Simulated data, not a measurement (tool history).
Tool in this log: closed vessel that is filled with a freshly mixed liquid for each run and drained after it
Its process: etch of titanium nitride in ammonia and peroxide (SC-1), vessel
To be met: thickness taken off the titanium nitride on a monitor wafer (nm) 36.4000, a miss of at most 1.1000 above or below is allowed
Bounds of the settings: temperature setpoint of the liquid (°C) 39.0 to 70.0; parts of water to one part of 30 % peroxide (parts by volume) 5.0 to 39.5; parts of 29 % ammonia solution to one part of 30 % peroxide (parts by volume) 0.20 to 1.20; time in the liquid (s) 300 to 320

run	hour	temperature setpoint of the liquid (°C)	parts of water to one part of 30 % peroxide (parts by volume)	parts of 29 % ammonia solution to one part of 30 % peroxide (parts by volume)	time in the liquid (s)	thickness taken off the titanium nitride on a monitor wafer (nm)
1	0.0	55.0	22.0	0.70	300	18.0890
2	5.1	50.5	22.0	0.70	300	13.2920
3	13.0	53.0	22.0	0.70	300	15.7240
4	16.3	48.5	22.0	0.70	300	11.5310
5	19.9	44.5	22.0	0.70	300	8.6741
6	26.5	47.5	22.0	0.70	300	10.7290
7	35.1	50.5	22.0	0.70	300	13.1220
8	35.9	53.0	22.0	0.70	300	15.6770
9	40.9	55.0	22.0	0.70	300	18.0170
10	43.4	63.0	21.5	0.70	300	30.6990
11	45.8	63.5	21.5	0.70	300	31.9430
12	49.4	64.0	21.5	0.70	300	32.8300
13	55.8	64.0	21.5	0.70	300	33.0730
14	58.4	65.0	21.5	0.70	300	35.2330

4 next moves are on the table. One of them brings every result within its allowed miss. Which?
A	61.0	64.5	20.5	0.60	320	?
B	61.0	66.5	25.0	0.40	320	?
C	61.0	63.5	20.0	0.65	305	?
D	61.0	68.0	26.5	0.40	300	?

move	thickness taken off the titanium nitride on a monitor wafer (nm)
A	36.4570
B	34.3040
C	33.5310
D	34.1840
A: all results land within tolerance of their targets
B: its largest miss is bigger than the last run's
C: its largest miss is bigger than the last run's
D: its largest miss is bigger than the last run's
A is the move that brings every result within its allowed miss.
